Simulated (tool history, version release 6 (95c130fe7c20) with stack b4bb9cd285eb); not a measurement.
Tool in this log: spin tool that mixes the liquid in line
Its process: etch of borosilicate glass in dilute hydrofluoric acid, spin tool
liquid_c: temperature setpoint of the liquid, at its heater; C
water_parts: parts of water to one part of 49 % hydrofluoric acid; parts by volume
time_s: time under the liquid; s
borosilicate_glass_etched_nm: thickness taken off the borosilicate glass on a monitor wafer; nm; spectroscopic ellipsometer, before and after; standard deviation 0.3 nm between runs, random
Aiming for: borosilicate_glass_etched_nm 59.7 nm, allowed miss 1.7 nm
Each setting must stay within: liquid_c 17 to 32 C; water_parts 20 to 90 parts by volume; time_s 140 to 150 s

run    day  liquid_c  water_parts  time_s  borosilicate_glass_etched_nm
  1      0        24           50     140                        96.569
  2  0.317      23.5           50     140                        94.646
  3  0.662        23           50     140                        93.516
  4  0.804        23           50     150                        98.715
  5  1.054        23           55     150                        90.444
  6  1.254      22.5           55     150                        87.943
  7    1.5      22.5           55     150                        88.423
  8  1.583        22           55     150                         86.64
  9  1.938        22           55     150                         86.29
 10  2.008      21.5           55     150                          84.6
 11  2.258        21           55     150                        82.504
 12    2.5        21           55     150                        82.604
 13  2.529        21           55     150                        83.727
 14   2.65      20.5           55     150                        81.713

4 next moves are on the table. One of them brings every result within its allowed miss. Which?
  A  2.771        17           60     150                             ?
  B  2.771      18.5           65     145                             ?
  C  2.771        19           65     150                             ?
  D  2.771      18.5           60     140                             ?

move  borosilicate_glass_etched_nm
   A                        63.367
   B                        59.963
   C                        63.362
   D                        63.078
A: nearer than the last run, and not there yet
B: hits every target within its allowed miss
C: nearer than the last run, and not there yet
D: nearer than the last run, and not there yet
B meets every target.
